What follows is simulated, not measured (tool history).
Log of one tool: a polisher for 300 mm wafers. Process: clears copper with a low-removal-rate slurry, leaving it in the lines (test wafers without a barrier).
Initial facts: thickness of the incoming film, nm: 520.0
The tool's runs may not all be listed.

| run | hour | flow of slurry (ml/min) | pressure of the wafer on the pad (psi) | speed of the pad under the wafer (cm/s) | abrasive content of the slurry | overpolish time after the end point (s) | time until the end point was called (s) | dishing of a wide line in a test structure (Å) |
|---|---|---|---|---|---|---|---|---|
| 1 | 0 | 195 | 3.9 | 126 | 1 | 13 | 118.15 | 399.6 |
| 2 | 7.5 | 195 | 3.9 | 100 | 1 | 13 | 150.23 | 315.1 |
| 3 | 8.1 | 195 | 3.2 | 100 | 1 | 13 | 177.62 | 279.27 |
| 4 | 9.3 | 225 | 3.2 | 100 | 1 | 13 | 171.89 | 292.66 |
| 5 | 10.5 | 210 | 3.6 | 102 | 1 | 12 | 154.51 | 297.15 |
| 6 | 15.5 | 210 | 3.6 | 102 | 1.1 | 12 | 149.98 | 290.91 |
| 7 | 17.5 | 215 | 3.9 | 102 | 1.15 | 11 | 140.41 | 308.81 |
| 8 | 20.8 | 200 | 4.2 | 106 | 1.05 | 10 | 129.6 | 284.8 |
| 9 | 27.8 | 195 | 4.5 | 108 | 1 | 9 | 120.98 | 280.96 |
| 10 | 32.9 | 185 | 4.7 | 112 | 0.95 | 8 | 118.4 | 258.17 |
| 11 | 34.1 | 185 | 4.9 | 116 | 0.9 | 7 | 106.92 | 255.18 |
|  | 36 | worn pad replaced by a new one |
| 12 | 36 | 195 | 5.1 | 116 | 0.85 | 7 | 98.958 | 273.28 |
| 13 | 42.7 | 205 | 5.2 | 116 | 0.8 | 7 | 97.604 | 272.36 |
| 14 | 50 | 260 | 6.1 | 120 | 0.55 | 4 | 85.168 | 184.15 |
| 15 | 56.7 | 255 | 6.1 | 122 | 0.55 | 4 | 84.681 | 180.53 |
| 16 | 63.1 | 255 | 6.1 | 124 | 0.55 | 4 | 82.542 | 184.33 |
| 17 | 68.3 | 255 | 6.1 | 126 | 0.55 | 4 | 83.543 | 188.51 |
| 18 | 71.9 | 260 | 6.1 | 142 | 0.55 | 8 | 72.715 | 399.58 |

What does the tool deliver on the next run?
| 19 | 78.5 | 260 | 6.1 | 140 | 0.55 | 6 | ? | ? |

Run 19 gave time until the end point was called (s) 73.628, dishing of a wide line in a test structure (Å) 312.17.
